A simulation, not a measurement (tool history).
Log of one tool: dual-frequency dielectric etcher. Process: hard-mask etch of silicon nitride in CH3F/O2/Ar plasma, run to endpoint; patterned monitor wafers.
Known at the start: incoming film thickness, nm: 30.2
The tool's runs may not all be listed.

run  hour  source power (kW)  bias power (kW)  endpoint time (s)
  1   0.0              0.380            0.091             43.149
  2   3.4              0.390            0.092             42.545
  3   4.6              0.390            0.077             45.916
  4   9.1              0.440            0.077             43.802
  5  12.3              0.440            0.064             47.117
  6  14.1              0.440            0.057             49.439

The next listed run, before its measurement:
  7  21.0              0.520            0.075                  ?

{"run 7": {"endpoint time (s)": 41.371}}
